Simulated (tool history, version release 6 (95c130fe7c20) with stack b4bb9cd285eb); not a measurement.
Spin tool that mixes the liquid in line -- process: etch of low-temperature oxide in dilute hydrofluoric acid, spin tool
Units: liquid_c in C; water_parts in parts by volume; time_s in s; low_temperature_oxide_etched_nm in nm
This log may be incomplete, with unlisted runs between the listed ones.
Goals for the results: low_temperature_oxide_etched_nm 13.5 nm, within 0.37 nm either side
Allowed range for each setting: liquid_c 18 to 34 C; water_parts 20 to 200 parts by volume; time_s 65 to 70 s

| run | hour | liquid_c | water_parts | time_s | low_temperature_oxide_etched_nm |
|---|---|---|---|---|---|
| 1 | 0 | 26 | 110 | 65 | 9.8371 |
| 2 | 2.1 | 26 | 140 | 65 | 7.2898 |
| 3 | 4.7 | 23.5 | 140 | 65 | 6.6886 |
| 4 | 9 | 25 | 135 | 65 | 7.2323 |
| 5 | 10.4 | 28 | 135 | 65 | 8.309 |
| 6 | 15.6 | 28 | 160 | 65 | 6.7327 |
| 7 | 23.2 | 29 | 155 | 65 | 7.2685 |
| 8 | 30.9 | 29.5 | 150 | 65 | 7.6879 |
| 9 | 35.1 | 30 | 145 | 65 | 8.1026 |
| 10 | 38.3 | 30.5 | 140 | 65 | 8.6304 |
| 11 | 39.2 | 34 | 100 | 65 | 14.606 |
| 12 | 46.1 | 33.5 | 100 | 65 | 14.576 |
| 13 | 47.4 | 31 | 100 | 65 | 12.994 |

Below are 5 possible settings for the next run. Only one of them brings all results inside the allowed miss of their targets. Which is it?
| A | 48.7 | 30.5 | 100 | 65 | ? |
| B | 48.7 | 30 | 100 | 70 | ? |
| C | 48.7 | 32 | 110 | 65 | ? |
| D | 48.7 | 28 | 100 | 70 | ? |
| E | 48.7 | 25.5 | 95 | 70 | ? |

| move | low_temperature_oxide_etched_nm |
|---|---|
| A | 12.817 |
| B | 13.547 |
| C | 12.138 |
| D | 12.559 |
| E | 12.08 |
A: misses by more than the last run did
B: every result within its allowed miss
C: misses by more than the last run did
D: misses by more than the last run did
E: misses by more than the last run did
B meets every target.
